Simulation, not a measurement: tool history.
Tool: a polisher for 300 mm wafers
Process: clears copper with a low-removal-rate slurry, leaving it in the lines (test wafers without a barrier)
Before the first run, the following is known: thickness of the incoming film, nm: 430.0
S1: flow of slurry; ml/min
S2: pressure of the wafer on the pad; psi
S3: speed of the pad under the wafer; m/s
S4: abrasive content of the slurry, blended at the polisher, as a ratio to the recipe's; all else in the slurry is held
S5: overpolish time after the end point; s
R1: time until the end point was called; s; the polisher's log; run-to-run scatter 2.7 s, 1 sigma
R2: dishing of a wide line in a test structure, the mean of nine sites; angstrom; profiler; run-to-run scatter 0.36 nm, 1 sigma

run,day,S1,S2,S3,S4,S5,R1,R2
1,0.000,295,3.0,1.36,1.00,11,107.43,268.81
2,0.333,295,2.8,1.36,1.00,10,115.78,232.48
3,0.500,295,2.8,1.36,1.00,8,116.56,188.39
4,0.583,295,2.8,1.36,1.20,8,114.44,208.63
5,0.858,295,2.8,1.36,1.05,8,118.09,201.03
6,0.883,330,2.8,1.36,1.05,8,112.07,192.78
7,1.092,320,2.7,1.36,1.05,8,120.41,188.00

Predict the results of run 8:
8,1.346,320,2.6,1.36,1.05,8,?,?

{"run 8": {"R1": 124.86, "R2": 179.98}}

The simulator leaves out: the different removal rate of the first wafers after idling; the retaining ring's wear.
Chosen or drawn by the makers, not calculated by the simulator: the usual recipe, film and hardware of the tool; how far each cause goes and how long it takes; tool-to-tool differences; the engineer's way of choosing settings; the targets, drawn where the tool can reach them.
